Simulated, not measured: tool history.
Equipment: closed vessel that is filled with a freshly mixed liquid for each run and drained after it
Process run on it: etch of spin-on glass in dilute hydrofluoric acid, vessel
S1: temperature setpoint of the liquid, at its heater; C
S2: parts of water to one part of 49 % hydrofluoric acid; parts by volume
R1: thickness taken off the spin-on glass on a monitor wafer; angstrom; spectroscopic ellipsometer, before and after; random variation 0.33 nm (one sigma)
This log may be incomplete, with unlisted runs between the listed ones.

Run 1, day 0.000: S1 24.0 C, S2 290 parts by volume, time in the liquid (s) 405. Result: R1 380.63 angstrom.
Run 2, day 0.217: S1 24.5 C, S2 290 parts by volume, time in the liquid (s) 405. Result: R1 392.92 angstrom.
Run 3, day 0.583: S1 24.5 C, S2 330 parts by volume, time in the liquid (s) 405. Result: R1 326.05 angstrom.
Run 4, day 0.662: S1 24.5 C, S2 330 parts by volume, time in the liquid (s) 435. Result: R1 353.99 angstrom.
Run 5, day 0.983: S1 25.5 C, S2 330 parts by volume, time in the liquid (s) 435. Result: R1 366.32 angstrom.
Run 6, day 1.304: S1 26.0 C, S2 325 parts by volume, time in the liquid (s) 435. Result: R1 384.90 angstrom.
Run 7, day 1.517: S1 26.5 C, S2 325 parts by volume, time in the liquid (s) 435. Result: R1 387.83 angstrom.
Run 8, day 1.867: S1 27.0 C, S2 325 parts by volume, time in the liquid (s) 435. Result: R1 391.80 angstrom.

The next listed run, before its measurement:
Run 9, day 1.971: S1 27.5 C, S2 325 parts by volume, time in the liquid (s) 435. Result: R1 ?.

Run 9 came out at R1 393.06 angstrom.
